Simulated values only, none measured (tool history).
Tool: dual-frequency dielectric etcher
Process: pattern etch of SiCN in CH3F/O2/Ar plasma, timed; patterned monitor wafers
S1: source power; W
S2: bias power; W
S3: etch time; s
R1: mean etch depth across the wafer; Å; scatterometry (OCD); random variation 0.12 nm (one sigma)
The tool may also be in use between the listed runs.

run  hour   S1  S2    S3      R1
  1     0  450  72  81.5  357.82
  2   7.1  450  66  81.5  345.47
  3   9.5  380  66  81.5  325.43
  4  15.6  380  54  81.5   303.8
  5  22.7  450  57  81.5  329.04
  6  29.6  500  59  81.5  345.61

The next listed run, before its measurement:
  7  32.8  540  61  81.5   ?

R1: 361.2 Å
